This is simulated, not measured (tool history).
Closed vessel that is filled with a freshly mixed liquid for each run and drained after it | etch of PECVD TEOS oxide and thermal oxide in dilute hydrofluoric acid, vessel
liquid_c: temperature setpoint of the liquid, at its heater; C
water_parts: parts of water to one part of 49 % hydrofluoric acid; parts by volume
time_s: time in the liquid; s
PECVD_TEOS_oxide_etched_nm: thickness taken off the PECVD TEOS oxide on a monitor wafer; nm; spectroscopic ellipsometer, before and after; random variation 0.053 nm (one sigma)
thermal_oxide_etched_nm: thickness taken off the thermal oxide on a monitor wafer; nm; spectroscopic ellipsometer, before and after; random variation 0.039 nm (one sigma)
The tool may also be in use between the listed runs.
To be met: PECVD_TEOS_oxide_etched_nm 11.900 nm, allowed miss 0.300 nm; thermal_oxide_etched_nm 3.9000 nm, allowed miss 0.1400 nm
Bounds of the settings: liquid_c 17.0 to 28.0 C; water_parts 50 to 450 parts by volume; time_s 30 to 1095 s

run  hour  liquid_c  water_parts  time_s  PECVD_TEOS_oxide_etched_nm  thermal_oxide_etched_nm
  1   0.0      20.0          250     560                      24.839                   8.0726
  2   5.7      19.5          270     560                      22.220                   7.3524
  3  11.3      19.5          290     560                      20.214                   6.6605
  4  13.5      19.0          305     560                      18.587                   6.0919
  5  17.5      18.5          320     560                      17.191                   5.6192
  6  21.2      18.5          330     560                      16.579                   5.4299
  7  23.6      18.5          330     560                      16.591                   5.4228
  8  32.6      18.5          340     560                      15.893                   5.2141
  9  34.4      18.5          350     560                      15.374                   5.0350
 10  38.4      18.5          360     560                      14.793                   4.8564
 11  40.6      18.0          365     560                      14.303                   4.7482
 12  49.2      18.0          375     560                      13.864                   4.5155
 13  57.1      18.0          380     560                      13.476                   4.4552
 14  60.1      18.0          385     560                      13.372                   4.3670
 15  66.9      18.0          385     560                      13.449                   4.3874
 16  69.5      18.0          390     560                      13.102                   4.2401
 17  77.8      17.5          400     560                      12.515                   4.0318
 18  81.0      17.5          405     560                      12.295                   4.0046

4 next moves are on the table. One of them brings every result within its allowed miss. Which?
  A  84.2      18.0          430     580                           ?                        ?
  B  84.2      17.0          435     570                           ?                        ?
  C  84.2      18.0          410     505                           ?                        ?
  D  84.2      18.5          400     490                           ?                        ?

move  PECVD_TEOS_oxide_etched_nm  thermal_oxide_etched_nm
   A                      11.859                   3.8589
   B                      11.087                   3.6079
   C                      11.007                   3.5819
   D                      11.230                   3.6544
A: meets every target
B: takes the result that was furthest off past its target
C: takes the result that was furthest off past its target
D: takes the result that was furthest off past its target
Move A is the one to make.

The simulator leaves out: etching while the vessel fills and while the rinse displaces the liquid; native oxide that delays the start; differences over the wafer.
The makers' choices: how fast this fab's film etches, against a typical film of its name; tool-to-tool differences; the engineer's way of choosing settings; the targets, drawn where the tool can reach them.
